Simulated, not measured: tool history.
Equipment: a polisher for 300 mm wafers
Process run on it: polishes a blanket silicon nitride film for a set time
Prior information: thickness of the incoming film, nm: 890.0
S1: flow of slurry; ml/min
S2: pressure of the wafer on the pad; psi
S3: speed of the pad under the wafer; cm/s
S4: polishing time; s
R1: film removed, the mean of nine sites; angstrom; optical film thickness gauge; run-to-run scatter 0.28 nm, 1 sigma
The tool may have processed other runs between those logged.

{"run": 1, "hour": 0.0, "S1": 305, "S2": 3.6, "S3": 108, "S4": 23, "R1": 427.93}
{"run": 2, "hour": 3.1, "S1": 305, "S2": 3.1, "S3": 104, "S4": 23, "R1": 366.43}
{"run": 3, "hour": 5.2, "S1": 305, "S2": 2.7, "S3": 98, "S4": 23, "R1": 306.41}
{"run": 4, "hour": 9.6, "S1": 305, "S2": 2.4, "S3": 96, "S4": 23, "R1": 281.17}
{"run": 5, "hour": 17.8, "S1": 305, "S2": 2.4, "S3": 122, "S4": 23, "R1": 333.67}
{"run": 6, "hour": 24.9, "S1": 305, "S2": 2.2, "S3": 114, "S4": 23, "R1": 295.63}

The next listed run, before its measurement:
{"run": 7, "hour": 30.1, "S1": 305, "S2": 2.0, "S3": 110, "S4": 23, "R1": "?"}

{"run 7": {"R1": 270.53}}

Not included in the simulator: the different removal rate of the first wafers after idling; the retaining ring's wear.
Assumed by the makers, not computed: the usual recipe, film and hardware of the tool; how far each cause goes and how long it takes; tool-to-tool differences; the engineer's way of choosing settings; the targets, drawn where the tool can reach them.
